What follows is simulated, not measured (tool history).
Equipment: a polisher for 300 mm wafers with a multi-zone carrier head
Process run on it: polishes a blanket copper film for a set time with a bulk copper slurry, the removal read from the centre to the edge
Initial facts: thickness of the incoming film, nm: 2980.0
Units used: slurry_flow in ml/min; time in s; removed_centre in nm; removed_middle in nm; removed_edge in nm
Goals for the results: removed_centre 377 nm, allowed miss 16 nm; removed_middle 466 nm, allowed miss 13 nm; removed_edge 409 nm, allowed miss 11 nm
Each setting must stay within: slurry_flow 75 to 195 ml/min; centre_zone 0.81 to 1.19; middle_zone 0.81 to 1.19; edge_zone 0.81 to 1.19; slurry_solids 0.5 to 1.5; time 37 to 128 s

run,hour,slurry_flow,centre_zone,middle_zone,edge_zone,slurry_solids,time,removed_centre,removed_middle,removed_edge
1,0,125,1,1,1,1,82,634.21,646.31,643.65
2,6.6,120,0.98,1.01,0.97,0.9,79,600.07,615.03,589.06
3,12.5,115,0.95,1.02,0.97,0.85,76,532.73,577.37,568.45
4,16.7,115,0.95,1.02,0.97,1.05,76,555.14,604.62,593.7
5,21.4,115,0.93,1.03,0.95,0.95,73,516.11,571.02,536.13
6,28.4,130,0.93,1.03,0.95,0.95,73,523.2,596.47,552.81
7,35.5,125,0.91,1.03,0.93,0.9,72,503.63,575.72,532.37
8,43.7,120,0.89,1.03,0.91,0.85,71,466.1,539.62,507.76
9,44.9,115,0.88,1.04,0.89,0.8,70,450.82,531.89,488.94
10,48.6,110,0.87,1.05,0.88,0.75,69,421.94,512.31,468.64
11,57.4,105,0.87,1.06,0.87,0.7,69,398.72,501.3,446.77
12,58,100,0.88,1.06,0.86,0.7,69,410.69,497.23,449.11
13,62.6,100,0.86,1.08,0.81,0.5,66,344.39,443.31,387.59
14,64.8,105,0.86,1.08,0.81,0.5,66,358.54,450.98,388.06
15,71.6,110,0.86,1.08,0.82,0.5,66,362.73,456.2,385.44
16,79.4,110,0.86,1.08,0.83,0.5,66,370.16,453.53,391.51
17,86.3,110,0.86,1.08,0.84,0.5,66,359.81,455.37,401.01

Which one of the following 5 next-run settings gets every result inside its allowed miss? There is exactly one.
A,93.2,140,0.88,1.11,0.81,0.5,63,?,?,?
B,93.2,130,0.98,1.06,0.81,0.55,61,?,?,?
C,93.2,100,0.86,1.04,0.81,0.6,67,?,?,?
D,93.2,100,0.9,1.03,0.88,0.5,67,?,?,?
E,93.2,135,0.96,1.08,0.81,0.7,59,?,?,?

move,removed_centre,removed_middle,removed_edge
A,377.87,467.35,382.8
B,410.61,442.33,375.78
C,378.04,462.93,405.26
D,378.56,439.82,402.25
E,415.86,462.74,387.22
A: the worst result of the last run now meets its target, but another is out of spec
B: takes the biggest miss from the last run beyond its target
C: every result within its allowed miss
D: the worst result of the last run now meets its target, but another is out of spec
E: takes the biggest miss from the last run beyond its target
C meets every target.
